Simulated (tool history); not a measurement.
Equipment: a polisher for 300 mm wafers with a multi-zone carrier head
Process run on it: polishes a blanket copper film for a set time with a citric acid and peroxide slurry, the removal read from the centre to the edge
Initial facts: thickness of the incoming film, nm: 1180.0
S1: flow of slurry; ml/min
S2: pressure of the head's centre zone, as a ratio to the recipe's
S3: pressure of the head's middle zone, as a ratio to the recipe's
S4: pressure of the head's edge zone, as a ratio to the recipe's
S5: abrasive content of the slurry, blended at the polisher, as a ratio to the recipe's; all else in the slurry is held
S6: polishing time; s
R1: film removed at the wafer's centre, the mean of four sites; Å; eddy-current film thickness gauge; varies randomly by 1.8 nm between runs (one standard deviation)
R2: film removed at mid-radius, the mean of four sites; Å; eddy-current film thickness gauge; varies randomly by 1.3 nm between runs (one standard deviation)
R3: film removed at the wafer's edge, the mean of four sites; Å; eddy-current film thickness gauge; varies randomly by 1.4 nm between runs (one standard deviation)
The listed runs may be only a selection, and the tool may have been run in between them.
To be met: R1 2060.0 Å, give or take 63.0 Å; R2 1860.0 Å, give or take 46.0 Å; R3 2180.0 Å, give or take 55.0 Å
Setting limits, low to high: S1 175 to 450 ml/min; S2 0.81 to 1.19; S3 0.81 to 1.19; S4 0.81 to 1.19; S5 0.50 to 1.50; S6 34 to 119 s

{"run": 1, "hour": 0.0, "S1": 290, "S2": 1.0, "S3": 1.0, "S4": 1.0, "S5": 1.0, "S6": 76, "R1": 1902.1, "R2": 1823.9, "R3": 1778.5}
{"run": 2, "hour": 7.2, "S1": 290, "S2": 1.07, "S3": 1.0, "S4": 1.0, "S5": 1.0, "S6": 76, "R1": 2044.5, "R2": 1803.3, "R3": 1780.9}
{"run": 3, "hour": 15.7, "S1": 290, "S2": 1.07, "S3": 1.03, "S4": 1.0, "S5": 1.0, "S6": 76, "R1": 2072.9, "R2": 1864.9, "R3": 1803.5}
{"run": 4, "hour": 20.2, "S1": 285, "S2": 1.04, "S3": 0.99, "S4": 1.06, "S5": 1.15, "S6": 77, "R1": 2102.7, "R2": 1911.7, "R3": 1944.0}
{"run": 5, "hour": 22.0, "S1": 280, "S2": 1.02, "S3": 0.95, "S4": 1.1, "S5": 1.2, "S6": 77, "R1": 2088.4, "R2": 1862.7, "R3": 2017.4}
{"run": 6, "hour": 24.5, "S1": 340, "S2": 1.02, "S3": 0.95, "S4": 1.1, "S5": 1.2, "S6": 77, "R1": 2096.8, "R2": 1907.2, "R3": 2001.9}
{"run": 7, "hour": 32.5, "S1": 340, "S2": 1.02, "S3": 0.95, "S4": 1.1, "S5": 1.2, "S6": 77, "R1": 2143.1, "R2": 1886.7, "R3": 2009.6}
{"run": 8, "hour": 39.7, "S1": 340, "S2": 1.02, "S3": 0.95, "S4": 1.1, "S5": 1.2, "S6": 77, "R1": 2115.5, "R2": 1904.5, "R3": 2019.8}
{"run": 9, "hour": 42.6, "S1": 325, "S2": 1.0, "S3": 0.93, "S4": 1.13, "S5": 1.25, "S6": 77, "R1": 2091.6, "R2": 1871.9, "R3": 2056.0}
{"hour": 44.0, "done": "edge zone pressure recalibrated"}
{"run": 10, "hour": 44.0, "S1": 335, "S2": 0.94, "S3": 0.89, "S4": 1.19, "S5": 1.4, "S6": 78, "R1": 2063.5, "R2": 1886.0, "R3": 2346.9}

Exactly one of the 5 candidate moves below puts every result within its allowed miss. Which one?
{"run": "A", "hour": 45.4, "S1": 295, "S2": 0.92, "S3": 0.81, "S4": 1.19, "S5": 1.5, "S6": 81, "R1": "?", "R2": "?", "R3": "?"}
{"run": "B", "hour": 45.4, "S1": 305, "S2": 0.93, "S3": 0.87, "S4": 1.18, "S5": 1.4, "S6": 79, "R1": "?", "R2": "?", "R3": "?"}
{"run": "C", "hour": 45.4, "S1": 335, "S2": 0.85, "S3": 0.81, "S4": 1.19, "S5": 1.5, "S6": 85, "R1": "?", "R2": "?", "R3": "?"}
{"run": "D", "hour": 45.4, "S1": 425, "S2": 0.97, "S3": 0.96, "S4": 1.13, "S5": 1.05, "S6": 81, "R1": "?", "R2": "?", "R3": "?"}
{"run": "E", "hour": 45.4, "S1": 330, "S2": 0.98, "S3": 0.9, "S4": 1.11, "S5": 1.45, "S6": 75, "R1": "?", "R2": "?", "R3": "?"}

move=A R1=2076.2 R2=1849.3 R3=2477.5
move=B R1=2017.8 R2=1883.4 R3=2365.6
move=C R1=2037.5 R2=1964.0 R3=2623.0
move=D R1=2058.0 R2=1991.5 R3=2237.3
move=E R1=2054.9 R2=1869.2 R3=2207.8
A: lands further from the targets than the last run did
B: lands further from the targets than the last run did
C: lands further from the targets than the last run did
D: moves toward the targets from the last run without getting all of them in spec
E: in spec on every target
Correct choice: E, which meets every target

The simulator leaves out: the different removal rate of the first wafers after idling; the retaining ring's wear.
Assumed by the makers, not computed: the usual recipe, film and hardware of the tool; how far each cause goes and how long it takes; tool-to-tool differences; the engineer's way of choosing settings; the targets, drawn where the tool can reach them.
